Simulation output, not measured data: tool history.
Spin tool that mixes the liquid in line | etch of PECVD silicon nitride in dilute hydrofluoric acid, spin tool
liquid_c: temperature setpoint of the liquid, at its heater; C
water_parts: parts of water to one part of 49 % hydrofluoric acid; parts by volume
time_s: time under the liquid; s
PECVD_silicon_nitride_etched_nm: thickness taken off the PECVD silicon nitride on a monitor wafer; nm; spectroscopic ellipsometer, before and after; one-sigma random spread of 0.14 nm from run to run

run	day	liquid_c	water_parts	time_s	PECVD_silicon_nitride_etched_nm
1	0.000	24.0	90	280	6.7593
2	0.196	24.0	105	280	5.8586
3	0.379	25.5	90	280	7.5012
4	0.692	26.5	80	280	9.0663
5	0.729	26.5	80	300	9.5580
6	0.979	26.5	80	280	9.1556
7	1.275	27.5	70	280	11.0810
8	1.383	28.5	65	280	12.5720
9	1.592	29.0	60	280	14.0260

Forecast run 10:
10	1.775	29.5	55	280	?

PECVD_silicon_nitride_etched_nm: 15.6800 nm
